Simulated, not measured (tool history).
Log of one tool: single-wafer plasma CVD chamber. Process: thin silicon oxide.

run	hour	heater temperature setpoint (K)	chamber pressure (mTorr)	RF power (kW)	deposition time (s)	mean film thickness on the monitor wafer (Å)
1	0.0	653.15	728	0.265	3.79	66.185
2	8.6	653.15	634	0.265	3.79	57.799
3	10.5	653.15	670	0.265	3.79	61.022
4	13.5	653.15	670	0.265	3.91	63.190
5	16.2	653.15	670	0.240	3.91	60.913
6	24.5	653.15	702	0.240	3.91	63.563
7	32.7	653.15	730	0.240	3.91	65.803
8	36.0	653.15	756	0.240	3.91	68.519
9	39.3	653.15	777	0.240	3.91	69.891
10	45.8	653.15	798	0.240	3.91	71.706
11	48.7	653.15	816	0.240	3.91	73.437
12	52.8	653.15	832	0.240	3.91	74.675
13	58.9	653.15	846	0.240	3.91	75.206
14	59.8	653.15	846	0.240	3.91	75.386

What does the tool deliver on the next run?
15	66.4	653.15	860	0.240	3.91	?

Run 15 measured mean film thickness on the monitor wafer (Å) 76.674.
